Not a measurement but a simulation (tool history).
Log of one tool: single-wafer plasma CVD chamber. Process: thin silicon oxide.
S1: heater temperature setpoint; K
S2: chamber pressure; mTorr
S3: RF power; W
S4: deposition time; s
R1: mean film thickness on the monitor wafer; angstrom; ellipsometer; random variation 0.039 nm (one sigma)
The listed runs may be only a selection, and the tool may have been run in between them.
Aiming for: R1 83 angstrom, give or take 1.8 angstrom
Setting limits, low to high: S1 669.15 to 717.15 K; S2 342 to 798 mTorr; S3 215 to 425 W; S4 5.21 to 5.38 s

| run | day | S1 | S2 | S3 | S4 | R1 |
|---|---|---|---|---|---|---|
| 1 | 0 | 693.15 | 570 | 320 | 5.21 | 73.15 |
| 2 | 0.042 | 693.15 | 570 | 355 | 5.21 | 75.717 |
| 3 | 0.142 | 700.15 | 570 | 355 | 5.21 | 74.913 |
| 4 | 0.229 | 700.15 | 570 | 320 | 5.21 | 72.683 |
| 5 | 0.529 | 700.15 | 587 | 320 | 5.21 | 74.886 |
| 6 | 0.675 | 700.15 | 587 | 320 | 5.38 | 77.933 |
| 7 | 0.85 | 700.15 | 595 | 320 | 5.38 | 78.612 |
| 8 | 1.133 | 700.15 | 602 | 320 | 5.38 | 79.632 |
| 9 | 1.325 | 700.15 | 608 | 320 | 5.38 | 80.396 |
| 10 | 1.429 | 700.15 | 613 | 320 | 5.38 | 80.404 |
| 11 | 1.479 | 700.15 | 618 | 320 | 5.38 | 81.144 |

Pick the move, out of 5, that brings all results within their allowed miss; only one does.
| A | 1.529 | 697.15 | 607 | 330 | 5.21 | ? |
| B | 1.529 | 705.15 | 631 | 320 | 5.38 | ? |
| C | 1.529 | 698.15 | 629 | 275 | 5.38 | ? |
| D | 1.529 | 690.15 | 703 | 240 | 5.21 | ? |
| E | 1.529 | 702.15 | 619 | 305 | 5.38 | ? |

| move | R1 |
|---|---|
| A | 78.126 |
| B | 82.318 |
| C | 78.054 |
| D | 80.281 |
| E | 79.638 |
A: the biggest miss grows against the last run
B: hits every target within its allowed miss
C: the biggest miss grows against the last run
D: the biggest miss grows against the last run
E: the biggest miss grows against the last run
The right move is B.
